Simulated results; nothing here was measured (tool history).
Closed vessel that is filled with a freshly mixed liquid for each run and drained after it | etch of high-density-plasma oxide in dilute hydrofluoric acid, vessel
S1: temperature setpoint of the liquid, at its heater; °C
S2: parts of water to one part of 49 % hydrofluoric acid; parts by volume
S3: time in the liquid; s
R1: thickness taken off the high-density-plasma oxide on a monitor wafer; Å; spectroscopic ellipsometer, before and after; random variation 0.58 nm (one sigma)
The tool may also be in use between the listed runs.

| run | hour | S1 | S2 | S3 | R1 |
|---|---|---|---|---|---|
| 1 | 0.0 | 25.0 | 195 | 1630 | 849.82 |
| 2 | 7.3 | 25.0 | 195 | 1750 | 911.30 |
| 3 | 11.8 | 26.5 | 195 | 1750 | 958.34 |
| 4 | 14.4 | 26.5 | 150 | 1750 | 1309.30 |
| 5 | 21.7 | 25.0 | 150 | 1750 | 1249.10 |
| 6 | 23.5 | 24.0 | 150 | 1750 | 1199.00 |
| 7 | 31.3 | 23.5 | 150 | 1750 | 1176.30 |

Run 8 comes next. What will it give?
|  | 39.5 | hydrofluoric acid flow meter replaced |
| 8 | 39.5 | 23.0 | 150 | 1750 | ? |

R1: 1068.70 Å
